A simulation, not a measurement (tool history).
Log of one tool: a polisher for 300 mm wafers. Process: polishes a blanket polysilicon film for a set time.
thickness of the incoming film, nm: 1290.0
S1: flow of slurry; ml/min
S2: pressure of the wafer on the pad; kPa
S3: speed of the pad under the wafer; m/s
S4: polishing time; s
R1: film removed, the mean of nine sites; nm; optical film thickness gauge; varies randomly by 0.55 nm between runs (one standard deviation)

run 1 hour=0.0 | S1=275 S2=12.4 S3=0.84 S4=21 | R1=80.435
run 2 hour=5.1 | S1=275 S2=15.2 S3=0.84 S4=21 | R1=96.986
run 3 hour=11.4 | S1=230 S2=15.2 S3=0.84 S4=21 | R1=96.150
run 4 hour=13.4 | S1=280 S2=15.2 S3=0.84 S4=21 | R1=97.203
run 5 hour=15.6 | S1=280 S2=13.1 S3=0.84 S4=21 | R1=86.569
run 6 hour=23.0 | S1=270 S2=11.7 S3=0.84 S4=21 | R1=77.677
run 7 hour=29.4 | S1=270 S2=11.0 S3=0.84 S4=21 | R1=73.981
run 8 hour=38.4 | S1=270 S2=10.3 S3=0.84 S4=21 | R1=70.318

Estimate the outcome of run 9 from the log above:
run 9 hour=46.6 | S1=265 S2=9.0 S3=0.84 S4=21 | R1=?

{"run 9": {"R1": 60.671}}

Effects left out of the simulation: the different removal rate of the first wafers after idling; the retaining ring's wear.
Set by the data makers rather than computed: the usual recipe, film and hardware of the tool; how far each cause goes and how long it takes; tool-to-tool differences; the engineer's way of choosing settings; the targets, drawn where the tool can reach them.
